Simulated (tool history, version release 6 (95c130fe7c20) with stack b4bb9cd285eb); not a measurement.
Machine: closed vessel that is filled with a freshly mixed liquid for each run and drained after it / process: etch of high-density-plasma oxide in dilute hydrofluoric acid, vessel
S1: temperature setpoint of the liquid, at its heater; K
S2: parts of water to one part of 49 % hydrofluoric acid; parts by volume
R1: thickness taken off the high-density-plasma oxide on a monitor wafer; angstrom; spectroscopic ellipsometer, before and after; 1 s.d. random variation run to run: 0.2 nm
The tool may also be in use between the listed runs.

Run 1, hour 0: S1 294.15 K, S2 45 parts by volume, time in the liquid (s) 105. Result: R1 156.74 angstrom.
Run 2, hour 5.3: S1 294.15 K, S2 55 parts by volume, time in the liquid (s) 105. Result: R1 126.44 angstrom.
Run 3, hour 10.6: S1 294.15 K, S2 50 parts by volume, time in the liquid (s) 105. Result: R1 138.23 angstrom.
Run 4, hour 19.4: S1 294.15 K, S2 40 parts by volume, time in the liquid (s) 105. Result: R1 174.68 angstrom.
Run 5, hour 27.9: S1 294.15 K, S2 40 parts by volume, time in the liquid (s) 115. Result: R1 193.94 angstrom.
Run 6, hour 32.6: S1 294.15 K, S2 55 parts by volume, time in the liquid (s) 115. Result: R1 137.35 angstrom.
Run 7, hour 33.9: S1 296.15 K, S2 50 parts by volume, time in the liquid (s) 115. Result: R1 166.18 angstrom.

Run 8 has not been measured yet. What should we expect?
Run 8, hour 42.7: S1 297.65 K, S2 45 parts by volume, time in the liquid (s) 115. Result: R1 ?.

{"run 8": {"R1": 195.97}}
